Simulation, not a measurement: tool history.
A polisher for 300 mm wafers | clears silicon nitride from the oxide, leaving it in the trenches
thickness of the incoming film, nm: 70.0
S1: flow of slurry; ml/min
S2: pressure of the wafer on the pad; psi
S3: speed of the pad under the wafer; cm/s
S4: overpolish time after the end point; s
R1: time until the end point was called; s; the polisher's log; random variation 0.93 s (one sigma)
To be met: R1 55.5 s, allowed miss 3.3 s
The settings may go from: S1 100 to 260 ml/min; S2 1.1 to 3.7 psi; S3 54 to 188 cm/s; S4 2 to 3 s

run 1 hour=0 | S1=165 S2=2.4 S3=120 S4=3 | R1=82.257
run 2 hour=1.2 | S1=165 S2=2.4 S3=120 S4=2 | R1=81.073
run 3 hour=5.2 | S1=165 S2=2.4 S3=100 S4=2 | R1=93.157
run 4 hour=11.6 | S1=205 S2=2.4 S3=100 S4=2 | R1=89.331
run 5 hour=19.7 | S1=205 S2=2.5 S3=102 S4=2 | R1=83.876
run 6 hour=28 | S1=205 S2=2.5 S3=88 S4=2 | R1=93.09
run 7 hour=28.8 | S1=210 S2=3.1 S3=98 S4=2 | R1=69.651
run 8 hour=33.5 | S1=210 S2=3.2 S3=98 S4=2 | R1=67.494
run 9 hour=36.4 | S1=210 S2=3.3 S3=98 S4=2 | R1=66.481
run 10 hour=44.7 | S1=210 S2=3.4 S3=98 S4=2 | R1=61.855
run 11 hour=50.6 | S1=210 S2=3.5 S3=100 S4=2 | R1=60.651

Which of these 5 next moves meets every target?
run A hour=56.5 | S1=180 S2=3.5 S3=90 S4=2 | R1=?
run B hour=56.5 | S1=255 S2=3.4 S3=94 S4=2 | R1=?
run C hour=56.5 | S1=235 S2=3.5 S3=110 S4=2 | R1=?
run D hour=56.5 | S1=220 S2=3.4 S3=96 S4=2 | R1=?
run E hour=56.5 | S1=215 S2=3.2 S3=98 S4=3 | R1=?

move=A R1=66.494
move=B R1=63.356
move=C R1=55.476
move=D R1=63.514
move=E R1=66.607
A: further off than the last run
B: further off than the last run
C: meets every target
D: further off than the last run
E: further off than the last run
Answer: C

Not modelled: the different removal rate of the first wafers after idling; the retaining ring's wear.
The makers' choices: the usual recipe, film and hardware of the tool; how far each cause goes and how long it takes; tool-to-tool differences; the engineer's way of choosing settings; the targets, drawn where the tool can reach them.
